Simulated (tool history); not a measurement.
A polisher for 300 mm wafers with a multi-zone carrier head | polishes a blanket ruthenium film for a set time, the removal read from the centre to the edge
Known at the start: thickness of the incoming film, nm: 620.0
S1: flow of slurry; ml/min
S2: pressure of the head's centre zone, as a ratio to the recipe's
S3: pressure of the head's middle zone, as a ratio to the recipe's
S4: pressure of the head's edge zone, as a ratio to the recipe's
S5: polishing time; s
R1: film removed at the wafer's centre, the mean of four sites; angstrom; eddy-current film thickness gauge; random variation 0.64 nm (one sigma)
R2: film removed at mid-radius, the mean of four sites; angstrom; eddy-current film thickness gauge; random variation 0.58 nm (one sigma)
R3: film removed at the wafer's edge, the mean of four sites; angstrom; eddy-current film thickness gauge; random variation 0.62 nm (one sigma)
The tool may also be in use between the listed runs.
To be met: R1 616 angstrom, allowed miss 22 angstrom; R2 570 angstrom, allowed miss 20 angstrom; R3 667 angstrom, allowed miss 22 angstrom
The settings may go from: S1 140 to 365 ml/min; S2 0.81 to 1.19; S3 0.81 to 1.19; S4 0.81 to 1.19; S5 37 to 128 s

run  hour   S1    S2    S3    S4  S5      R1      R2      R3
  1     0  235     1     1     1  82   792.9  785.86  806.62
  2   1.2  235     1     1     1  96  943.03   931.3  958.11
  3   6.4  215     1     1     1  96  913.47  902.65  954.47
  4   7.8  210  0.99  0.97  0.98  91  861.17  832.21  887.32
  5  10.3  200  0.97  0.94  0.97  87  818.73  761.03   840.9
  6  16.8  195  0.95  0.93  0.96  83   726.4  730.96   793.3
  7  20.9  195     1  0.83  0.96  66  622.38  530.73  625.59
  8  27.1  200  0.99  0.84  0.97  66  616.67  527.02  636.12

Which of these 4 next moves meets every target?
  A  33.3  195     1  0.84  1.02  64   ?   ?   ?
  B  33.3  175  0.95  0.87  0.97  70   ?   ?   ?
  C  33.3  250  0.96  0.81  1.11  62   ?   ?   ?
  D  33.3  225  0.99  0.82   0.9  65   ?   ?   ?

move      R1      R2      R3
   A   604.7  513.98  638.65
   B   620.3  570.89  674.66
   C  581.12   497.1  659.18
   D  619.63  520.57  619.17
A: further off than the last run
B: meets every target
C: further off than the last run
D: further off than the last run
The right move is B.

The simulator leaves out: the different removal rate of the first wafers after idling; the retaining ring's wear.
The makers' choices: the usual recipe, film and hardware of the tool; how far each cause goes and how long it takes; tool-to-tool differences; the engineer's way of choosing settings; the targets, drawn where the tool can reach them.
